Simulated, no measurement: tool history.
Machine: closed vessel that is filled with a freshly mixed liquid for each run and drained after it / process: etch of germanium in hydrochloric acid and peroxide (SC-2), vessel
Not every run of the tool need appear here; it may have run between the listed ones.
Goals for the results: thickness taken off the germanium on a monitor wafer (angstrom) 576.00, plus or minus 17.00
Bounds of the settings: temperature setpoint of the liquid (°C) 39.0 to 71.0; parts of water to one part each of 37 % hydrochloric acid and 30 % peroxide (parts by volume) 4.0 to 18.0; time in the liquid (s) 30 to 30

| run | day | temperature setpoint of the liquid (°C) | parts of water to one part each of 37 % hydrochloric acid and 30 % peroxide (parts by volume) | time in the liquid (s) | thickness taken off the germanium on a monitor wafer (angstrom) |
|---|---|---|---|---|---|
| 1 | 0.000 | 55.0 | 10.0 | 30 | 788.62 |
| 2 | 0.108 | 52.5 | 10.0 | 30 | 735.93 |
| 3 | 0.371 | 50.5 | 10.0 | 30 | 690.64 |
| 4 | 0.658 | 49.0 | 10.0 | 30 | 661.26 |
| 5 | 0.758 | 53.0 | 10.0 | 30 | 752.96 |
| 6 | 1.004 | 53.0 | 13.0 | 30 | 728.16 |
| 7 | 1.117 | 51.0 | 13.0 | 30 | 672.58 |
|  | 1.367 | chemicals flow meter replaced |
| 8 | 1.367 | 50.0 | 13.0 | 30 | 664.30 |

Which one of the following 4 next-run settings gets every result inside its allowed miss? There is exactly one.
| A | 1.617 | 47.0 | 11.0 | 30 | ? |
| B | 1.617 | 46.0 | 14.5 | 30 | ? |
| C | 1.617 | 47.5 | 13.5 | 30 | ? |
| D | 1.617 | 48.0 | 14.5 | 30 | ? |

| move | thickness taken off the germanium on a monitor wafer (angstrom) |
|---|---|
| A | 617.24 |
| B | 578.35 |
| C | 612.35 |
| D | 615.99 |
A: an improvement on the last run, though not all results are within tolerance
B: each result inside its tolerance
C: an improvement on the last run, though not all results are within tolerance
D: an improvement on the last run, though not all results are within tolerance
Move B is the one to make.
